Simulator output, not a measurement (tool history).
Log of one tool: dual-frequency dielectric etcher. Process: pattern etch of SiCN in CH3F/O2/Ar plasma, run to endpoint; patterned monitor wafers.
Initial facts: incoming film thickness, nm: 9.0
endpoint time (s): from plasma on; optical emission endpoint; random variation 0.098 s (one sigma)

run  hour  source power (kW)  bias power (kW)  endpoint time (s)
  1   0.0              0.350            0.067             22.145
  2   8.9              0.350            0.076             20.887
  3  16.4              0.320            0.076             22.149
  4  24.9              0.290            0.075             23.719
  5  27.3              0.350            0.075             21.127
  6  29.9              0.350            0.064             22.506
  7  34.8              0.330            0.064             23.165
  8  38.9              0.310            0.064             24.257

Run 9 comes next. What will it give?
  9  40.4              0.300            0.064                  ?

{"run 9": {"endpoint time (s)": 24.938}}
